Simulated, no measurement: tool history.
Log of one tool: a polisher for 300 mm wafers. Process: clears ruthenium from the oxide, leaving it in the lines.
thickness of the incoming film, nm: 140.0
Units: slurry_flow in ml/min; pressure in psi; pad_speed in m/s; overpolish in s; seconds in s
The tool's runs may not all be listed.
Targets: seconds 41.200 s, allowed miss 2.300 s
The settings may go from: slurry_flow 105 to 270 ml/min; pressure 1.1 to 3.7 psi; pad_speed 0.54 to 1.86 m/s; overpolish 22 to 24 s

Run 1, day 0.000: slurry_flow 175 ml/min, pressure 2.4 psi, pad_speed 1.18 m/s, overpolish 22 s. Result: seconds 75.752 s.
Run 2, day 0.254: slurry_flow 175 ml/min, pressure 2.4 psi, pad_speed 1.18 m/s, overpolish 24 s. Result: seconds 75.206 s.
Run 3, day 0.296: slurry_flow 175 ml/min, pressure 2.6 psi, pad_speed 1.20 m/s, overpolish 24 s. Result: seconds 68.898 s.
Run 4, day 0.504: slurry_flow 195 ml/min, pressure 2.6 psi, pad_speed 1.20 m/s, overpolish 24 s. Result: seconds 68.349 s.
Run 5, day 0.562: slurry_flow 195 ml/min, pressure 2.6 psi, pad_speed 1.20 m/s, overpolish 22 s. Result: seconds 68.036 s.
Run 6, day 0.758: slurry_flow 195 ml/min, pressure 2.7 psi, pad_speed 1.22 m/s, overpolish 22 s. Result: seconds 66.557 s.
Run 7, day 0.962: slurry_flow 195 ml/min, pressure 2.8 psi, pad_speed 1.26 m/s, overpolish 22 s. Result: seconds 60.214 s.
Run 8, day 1.171: slurry_flow 195 ml/min, pressure 2.9 psi, pad_speed 1.26 m/s, overpolish 22 s. Result: seconds 60.008 s.
Run 9, day 1.433: slurry_flow 195 ml/min, pressure 3.0 psi, pad_speed 1.28 m/s, overpolish 22 s. Result: seconds 58.687 s.
Run 10, day 1.754: slurry_flow 200 ml/min, pressure 3.6 psi, pad_speed 1.46 m/s, overpolish 22 s. Result: seconds 43.035 s.

4 next moves are on the table. One of them brings every result within its allowed miss. Which?
Run A, day 2.075: slurry_flow 185 ml/min, pressure 3.4 psi, pad_speed 1.48 m/s, overpolish 23 s. Result: seconds ?.
Run B, day 2.075: slurry_flow 215 ml/min, pressure 3.6 psi, pad_speed 1.52 m/s, overpolish 24 s. Result: seconds ?.
Run C, day 2.075: slurry_flow 180 ml/min, pressure 3.7 psi, pad_speed 1.24 m/s, overpolish 22 s. Result: seconds ?.
Run D, day 2.075: slurry_flow 255 ml/min, pressure 3.7 psi, pad_speed 1.28 m/s, overpolish 22 s. Result: seconds ?.

move  seconds
   A   46.678
   B   42.857
   C   51.914
   D   48.844
A: further off than the last run
B: meets every target
C: further off than the last run
D: further off than the last run
The right move is B.
